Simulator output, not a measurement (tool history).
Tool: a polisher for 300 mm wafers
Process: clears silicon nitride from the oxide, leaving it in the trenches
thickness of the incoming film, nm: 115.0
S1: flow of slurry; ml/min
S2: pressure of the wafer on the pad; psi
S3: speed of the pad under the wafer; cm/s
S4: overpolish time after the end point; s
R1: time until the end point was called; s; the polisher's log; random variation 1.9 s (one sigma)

Run 1, hour 0: S1 260 ml/min, S2 2.5 psi, S3 108 cm/s, S4 34 s. Result: R1 137.57 s.
Run 2, hour 1.2: S1 285 ml/min, S2 2.5 psi, S3 108 cm/s, S4 34 s. Result: R1 135.33 s.
Run 3, hour 3.6: S1 285 ml/min, S2 2.5 psi, S3 108 cm/s, S4 34 s. Result: R1 135.85 s.
Run 4, hour 12.3: S1 285 ml/min, S2 2.5 psi, S3 108 cm/s, S4 36 s. Result: R1 137.01 s.
Run 5, hour 15: S1 285 ml/min, S2 2.5 psi, S3 108 cm/s, S4 36 s. Result: R1 134.65 s.
Run 6, hour 16.8: S1 325 ml/min, S2 2.5 psi, S3 108 cm/s, S4 36 s. Result: R1 135.14 s.
Run 7, hour 24.9: S1 325 ml/min, S2 1.8 psi, S3 106 cm/s, S4 36 s. Result: R1 189.07 s.

The next listed run, before its measurement:
Run 8, hour 27.8: S1 325 ml/min, S2 1.7 psi, S3 106 cm/s, S4 36 s. Result: R1 ?.

{"run 8": {"R1": 201.75}}
